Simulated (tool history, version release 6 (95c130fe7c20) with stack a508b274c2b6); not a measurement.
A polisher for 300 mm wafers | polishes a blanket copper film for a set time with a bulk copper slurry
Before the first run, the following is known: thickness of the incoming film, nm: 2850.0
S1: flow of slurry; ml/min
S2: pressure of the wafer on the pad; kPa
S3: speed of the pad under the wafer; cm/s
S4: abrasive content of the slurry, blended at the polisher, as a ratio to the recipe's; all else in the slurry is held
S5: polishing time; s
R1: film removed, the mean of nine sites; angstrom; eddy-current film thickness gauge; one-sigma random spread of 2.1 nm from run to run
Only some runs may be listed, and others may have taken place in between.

| run | hour | S1 | S2 | S3 | S4 | S5 | R1 |
|---|---|---|---|---|---|---|---|
| 1 | 0.0 | 265 | 19.3 | 134 | 1.0 | 24 | 2535.2 |
| 2 | 7.5 | 265 | 19.3 | 134 | 1.1 | 24 | 2553.7 |
| 3 | 8.4 | 265 | 18.6 | 134 | 1.1 | 24 | 2512.7 |
| 4 | 11.3 | 265 | 18.6 | 134 | 1.1 | 24 | 2526.9 |
| 5 | 12.9 | 225 | 18.6 | 134 | 1.1 | 24 | 2461.3 |
| 6 | 14.3 | 225 | 17.9 | 134 | 1.1 | 24 | 2343.9 |

The next listed run, before its measurement:
| 7 | 23.2 | 225 | 17.9 | 134 | 1.1 | 24 | ? |

{"run 7": {"R1": 2370.9}}

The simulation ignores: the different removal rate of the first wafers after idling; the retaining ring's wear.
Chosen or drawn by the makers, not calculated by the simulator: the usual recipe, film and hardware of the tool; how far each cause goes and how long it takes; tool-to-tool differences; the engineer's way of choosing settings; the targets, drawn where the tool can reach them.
